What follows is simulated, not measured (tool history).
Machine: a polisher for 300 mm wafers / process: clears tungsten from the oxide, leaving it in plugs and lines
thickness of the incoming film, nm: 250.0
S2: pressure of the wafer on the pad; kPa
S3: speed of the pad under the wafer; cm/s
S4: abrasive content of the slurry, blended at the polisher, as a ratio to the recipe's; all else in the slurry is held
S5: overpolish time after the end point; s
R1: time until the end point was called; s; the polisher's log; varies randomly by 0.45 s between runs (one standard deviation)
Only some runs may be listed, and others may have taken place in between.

run 1 hour=0.0 | flow_of_slurry_(ml/min)=130 S2=22.1 S3=106 S4=1.0 S5=45 | R1=46.439
run 2 hour=4.5 | flow_of_slurry_(ml/min)=130 S2=24.8 S3=108 S4=1.0 S5=45 | R1=41.293
run 3 hour=9.2 | flow_of_slurry_(ml/min)=130 S2=27.6 S3=110 S4=1.0 S5=45 | R1=36.880
run 4 hour=17.3 | flow_of_slurry_(ml/min)=130 S2=27.6 S3=110 S4=1.0 S5=48 | R1=36.900
run 5 hour=26.2 | flow_of_slurry_(ml/min)=130 S2=27.6 S3=98 S4=1.0 S5=48 | R1=41.740
run 6 hour=34.1 | flow_of_slurry_(ml/min)=130 S2=27.6 S3=98 S4=1.0 S5=45 | R1=41.574

Predict the results of run 7:
run 7 hour=41.0 | flow_of_slurry_(ml/min)=130 S2=29.6 S3=102 S4=1.0 S5=45 | R1=?

Run 7 yielded R1 37.586 s.
